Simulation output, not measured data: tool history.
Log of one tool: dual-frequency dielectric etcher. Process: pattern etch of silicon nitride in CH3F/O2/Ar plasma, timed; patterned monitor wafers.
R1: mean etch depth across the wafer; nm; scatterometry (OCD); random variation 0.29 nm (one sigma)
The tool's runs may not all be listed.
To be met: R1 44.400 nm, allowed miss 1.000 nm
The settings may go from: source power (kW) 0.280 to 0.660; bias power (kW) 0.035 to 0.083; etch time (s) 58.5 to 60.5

{"run": 1, "hour": 0.0, "source power (kW)": 0.47, "bias power (kW)": 0.059, "etch time (s)": 58.5, "R1": 40.304}
{"run": 2, "hour": 7.7, "source power (kW)": 0.47, "bias power (kW)": 0.059, "etch time (s)": 60.5, "R1": 41.698}
{"run": 3, "hour": 14.8, "source power (kW)": 0.47, "bias power (kW)": 0.059, "etch time (s)": 60.5, "R1": 41.363}
{"run": 4, "hour": 19.4, "source power (kW)": 0.47, "bias power (kW)": 0.059, "etch time (s)": 60.5, "R1": 41.502}
{"run": 5, "hour": 22.9, "source power (kW)": 0.47, "bias power (kW)": 0.059, "etch time (s)": 60.5, "R1": 41.478}
{"run": 6, "hour": 30.1, "source power (kW)": 0.47, "bias power (kW)": 0.052, "etch time (s)": 60.5, "R1": 40.043}
{"run": 7, "hour": 31.0, "source power (kW)": 0.49, "bias power (kW)": 0.053, "etch time (s)": 60.5, "R1": 41.316}
{"run": 8, "hour": 39.3, "source power (kW)": 0.5, "bias power (kW)": 0.053, "etch time (s)": 60.5, "R1": 41.721}
{"run": 9, "hour": 42.2, "source power (kW)": 0.51, "bias power (kW)": 0.053, "etch time (s)": 60.5, "R1": 41.876}
{"run": 10, "hour": 48.2, "source power (kW)": 0.52, "bias power (kW)": 0.053, "etch time (s)": 60.5, "R1": 42.298}
{"run": 11, "hour": 55.8, "source power (kW)": 0.58, "bias power (kW)": 0.055, "etch time (s)": 60.5, "R1": 45.933}

5 next moves are on the table. One of them brings every result within its allowed miss. Which?
{"run": "A", "hour": 63.4, "source power (kW)": 0.65, "bias power (kW)": 0.055, "etch time (s)": 60.0, "R1": "?"}
{"run": "B", "hour": 63.4, "source power (kW)": 0.62, "bias power (kW)": 0.059, "etch time (s)": 59.5, "R1": "?"}
{"run": "C", "hour": 63.4, "source power (kW)": 0.61, "bias power (kW)": 0.058, "etch time (s)": 60.5, "R1": "?"}
{"run": "D", "hour": 63.4, "source power (kW)": 0.59, "bias power (kW)": 0.052, "etch time (s)": 59.0, "R1": "?"}
{"run": "E", "hour": 63.4, "source power (kW)": 0.6, "bias power (kW)": 0.056, "etch time (s)": 60.5, "R1": "?"}

move=A R1=48.544
move=B R1=47.964
move=C R1=48.136
move=D R1=44.751
move=E R1=47.258
A: further off than the last run
B: further off than the last run
C: further off than the last run
D: meets every target
E: further off than the last run
Answer: D
